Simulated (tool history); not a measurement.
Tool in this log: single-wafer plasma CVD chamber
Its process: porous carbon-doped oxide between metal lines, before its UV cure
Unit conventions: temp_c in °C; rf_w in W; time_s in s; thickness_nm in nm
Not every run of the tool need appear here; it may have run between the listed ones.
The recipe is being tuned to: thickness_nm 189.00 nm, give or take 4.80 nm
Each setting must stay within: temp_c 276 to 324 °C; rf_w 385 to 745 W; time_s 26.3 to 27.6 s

run  hour  temp_c  rf_w  time_s  thickness_nm
  1   0.0     300   565    27.6        161.23
  2   3.8     300   500    27.6        144.29
  3  11.7     296   500    27.6        146.96
  4  19.5     296   500    27.6        147.46
  5  27.0     291   540    27.6        162.16
  6  34.5     291   540    27.6        161.90
  7  40.1     287   560    27.6        170.31
  8  48.5     284   575    27.6        177.33
  9  53.3     282   580    27.6        180.01

Exercise: of the 4 proposed moves below, exactly one satisfies all targets within the stated allowed misses. Which move is it?
  A  58.1     288   560    27.6             ?
  B  58.1     283   575    27.1             ?
  C  58.1     276   540    27.6             ?
  D  58.1     287   630    27.6             ?

move  thickness_nm
   A        169.36
   B        174.85
   C        175.44
   D        187.81
A: misses by more than the last run did
B: misses by more than the last run did
C: misses by more than the last run did
D: each result inside its tolerance
The move that meets every target is D.

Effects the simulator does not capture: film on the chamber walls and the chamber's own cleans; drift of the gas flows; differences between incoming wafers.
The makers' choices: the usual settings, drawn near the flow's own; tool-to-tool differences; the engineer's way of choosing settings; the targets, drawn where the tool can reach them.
